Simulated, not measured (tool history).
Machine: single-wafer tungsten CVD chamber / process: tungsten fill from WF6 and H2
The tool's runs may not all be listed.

run,day,heater temperature setpoint (°C),chamber pressure (mTorr),deposition time (s),mean film thickness on the monitor wafer (angstrom)
1,0.000,395,50500,12.8,482.65
2,0.321,406,50500,12.8,575.73
3,0.658,397,50000,12.8,495.95
4,1.000,391,49700,12.8,451.22
5,1.308,391,49700,13.3,468.77
6,1.333,401,49700,13.3,552.92

Run 7 has not been measured yet. What should we expect?
# day 1.533: thermocouple changed; heater temperature recalibrated
7,1.533,401,49700,13.3,?

{"run 7": {"mean film thickness on the monitor wafer (angstrom)": 514.03}}

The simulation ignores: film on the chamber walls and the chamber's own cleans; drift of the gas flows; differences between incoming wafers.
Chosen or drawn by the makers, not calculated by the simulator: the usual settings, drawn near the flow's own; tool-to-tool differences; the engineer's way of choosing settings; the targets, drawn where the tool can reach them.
